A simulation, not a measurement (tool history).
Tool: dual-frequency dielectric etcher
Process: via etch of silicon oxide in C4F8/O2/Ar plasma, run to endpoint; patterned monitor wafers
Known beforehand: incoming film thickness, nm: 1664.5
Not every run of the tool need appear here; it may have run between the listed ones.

run,hour,source power (W),bias power (W),endpoint time (s)
1,0.0,1900,2701,291.08
2,8.7,2070,2701,281.55
3,16.3,2070,3167,264.17
4,19.2,1970,3126,273.86
5,20.2,1890,3108,279.32
6,22.4,1890,2662,292.27
7,28.4,1830,2646,297.31

Run 8, settings as shown, results not yet in. Your forecast:
8,35.3,1450,2530,?

{"run 8": {"endpoint time (s)": 342.77}}

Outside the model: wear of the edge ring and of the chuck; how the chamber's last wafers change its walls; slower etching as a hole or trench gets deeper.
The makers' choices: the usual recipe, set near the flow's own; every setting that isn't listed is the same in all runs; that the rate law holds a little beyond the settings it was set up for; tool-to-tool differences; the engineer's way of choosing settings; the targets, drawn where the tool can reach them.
